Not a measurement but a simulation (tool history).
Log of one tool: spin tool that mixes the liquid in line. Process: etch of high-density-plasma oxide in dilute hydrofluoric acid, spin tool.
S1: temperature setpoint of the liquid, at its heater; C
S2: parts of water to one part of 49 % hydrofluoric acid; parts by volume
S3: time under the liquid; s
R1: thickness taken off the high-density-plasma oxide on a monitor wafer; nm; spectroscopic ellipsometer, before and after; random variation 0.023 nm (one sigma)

run  hour    S1   S2   S3      R1
  1   0.0  24.0  250  270  6.6572
  2   7.9  23.0  260  270  6.1327
  3  12.5  22.0  270  270  5.6820
  4  13.7  22.0  205  270  7.9444
  5  18.9  20.5  205  270  7.4665
  6  21.9  20.5  205  290  8.0367
  7  25.3  20.0  225  290  7.0404

The next listed run, before its measurement:
  8  27.2  19.5  240  290   ?

{"run 8": {"R1": 6.3859}}
